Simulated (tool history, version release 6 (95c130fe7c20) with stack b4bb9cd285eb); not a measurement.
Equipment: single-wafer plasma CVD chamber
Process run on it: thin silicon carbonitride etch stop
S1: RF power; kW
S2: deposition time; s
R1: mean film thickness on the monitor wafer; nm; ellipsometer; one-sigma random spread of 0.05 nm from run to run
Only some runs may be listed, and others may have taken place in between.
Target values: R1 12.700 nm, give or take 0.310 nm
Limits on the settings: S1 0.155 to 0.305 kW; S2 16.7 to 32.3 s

Run 1, hour 0.0: S1 0.230 kW, S2 24.5 s. Result: R1 14.205 nm.
Run 2, hour 0.9: S1 0.225 kW, S2 24.3 s. Result: R1 13.994 nm.
Run 3, hour 5.2: S1 0.220 kW, S2 24.1 s. Result: R1 13.798 nm.
Run 4, hour 13.0: S1 0.220 kW, S2 25.9 s. Result: R1 14.930 nm.
Run 5, hour 17.0: S1 0.215 kW, S2 25.5 s. Result: R1 14.509 nm.
Run 6, hour 23.4: S1 0.190 kW, S2 25.5 s. Result: R1 14.002 nm.
Run 7, hour 29.3: S1 0.185 kW, S2 25.3 s. Result: R1 13.978 nm.
Run 8, hour 30.9: S1 0.185 kW, S2 25.0 s. Result: R1 13.722 nm.
Run 9, hour 38.3: S1 0.185 kW, S2 24.8 s. Result: R1 13.603 nm.
Run 10, hour 41.8: S1 0.185 kW, S2 24.6 s. Result: R1 13.506 nm.

Which single option among these 5 for the next run brings every result within its allowed miss of target? Just one does.
Run A, hour 45.3: S1 0.170 kW, S2 22.4 s. Result: R1 ?.
Run B, hour 45.3: S1 0.185 kW, S2 26.5 s. Result: R1 ?.
Run C, hour 45.3: S1 0.185 kW, S2 27.5 s. Result: R1 ?.
Run D, hour 45.3: S1 0.205 kW, S2 22.6 s. Result: R1 ?.
Run E, hour 45.3: S1 0.175 kW, S2 22.3 s. Result: R1 ?.

move      R1
   A  12.119
   B  14.607
   C  15.158
   D  12.749
   E  12.142
A: carries the result that was furthest off beyond its target, to the other side
B: its largest miss is bigger than the last run's
C: its largest miss is bigger than the last run's
D: every result lands within tolerance
E: carries the result that was furthest off beyond its target, to the other side
The right move is D.
